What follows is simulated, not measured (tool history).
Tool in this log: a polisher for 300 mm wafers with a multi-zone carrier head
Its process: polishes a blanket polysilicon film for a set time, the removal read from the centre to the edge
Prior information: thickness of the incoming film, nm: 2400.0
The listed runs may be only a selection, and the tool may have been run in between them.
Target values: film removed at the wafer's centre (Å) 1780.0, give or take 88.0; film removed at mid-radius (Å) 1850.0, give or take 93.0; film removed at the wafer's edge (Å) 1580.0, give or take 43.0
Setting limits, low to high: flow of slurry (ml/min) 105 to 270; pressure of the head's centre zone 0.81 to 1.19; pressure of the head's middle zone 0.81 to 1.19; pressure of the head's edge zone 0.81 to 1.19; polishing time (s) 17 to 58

run	hour	flow of slurry (ml/min)	pressure of the head's centre zone	pressure of the head's middle zone	pressure of the head's edge zone	polishing time (s)	film removed at the wafer's centre (Å)	film removed at mid-radius (Å)	film removed at the wafer's edge (Å)
1	0.0	175	1.00	1.00	1.00	37	2817.3	2859.7	2856.1
2	3.9	175	1.01	1.01	0.98	35	2768.9	2756.5	2631.7
3	4.6	170	1.00	1.01	0.96	33	2557.0	2547.0	2476.3
4	7.1	170	1.00	1.02	0.94	31	2427.6	2414.2	2314.5
5	12.3	170	1.06	1.02	0.94	31	2576.8	2401.2	2312.5
6	16.0	170	1.01	1.02	0.94	31	2428.0	2392.3	2269.4
7	17.8	170	1.00	1.03	0.92	30	2347.7	2340.1	2213.9
8	23.8	170	1.00	1.04	0.91	29	2201.6	2342.7	2139.6
9	30.1	155	1.10	1.02	0.81	19	1583.4	1476.1	1313.8
10	38.0	165	1.09	1.03	0.82	19	1601.0	1455.5	1333.5
11	41.4	165	1.09	1.05	0.83	19	1582.7	1533.0	1323.1
12	45.4	170	1.09	1.06	0.85	19	1622.5	1530.7	1338.0
13	50.1	170	1.08	1.07	0.87	19	1609.6	1519.8	1362.8
14	57.4	220	1.05	1.17	0.94	22	1873.6	1970.5	1706.6
15	63.4	215	1.05	1.17	0.94	22	1848.4	2029.7	1683.0
16	65.6	210	1.05	1.16	0.94	22	1862.2	2022.6	1715.1
17	74.2	205	1.05	1.15	0.93	22	1850.3	1901.2	1664.4
18	82.5	200	1.05	1.15	0.92	22	1851.7	1922.3	1662.1
19	88.5	200	1.05	1.15	0.91	22	1811.1	1958.4	1658.0
20	93.0	200	1.05	1.15	0.91	22	1846.4	1990.5	1643.3

Below are 4 possible settings for the next run. Only one of them brings all results inside the allowed miss of their targets. Which is it?
A	97.5	185	0.98	1.09	0.88	23	?	?	?
B	97.5	200	1.02	1.06	0.84	22	?	?	?
C	97.5	215	0.97	1.18	0.88	22	?	?	?
D	97.5	205	0.88	1.19	0.95	23	?	?	?

move	film removed at the wafer's centre (Å)	film removed at mid-radius (Å)	film removed at the wafer's edge (Å)
A	1764.0	1957.5	1665.5
B	1781.5	1851.6	1575.6
C	1715.5	2052.8	1619.4
D	1613.2	2147.4	1744.5
A: lands further from the targets than the last run did
B: hits every target within its allowed miss
C: lands further from the targets than the last run did
D: lands further from the targets than the last run did
Correct choice: B, which meets every target
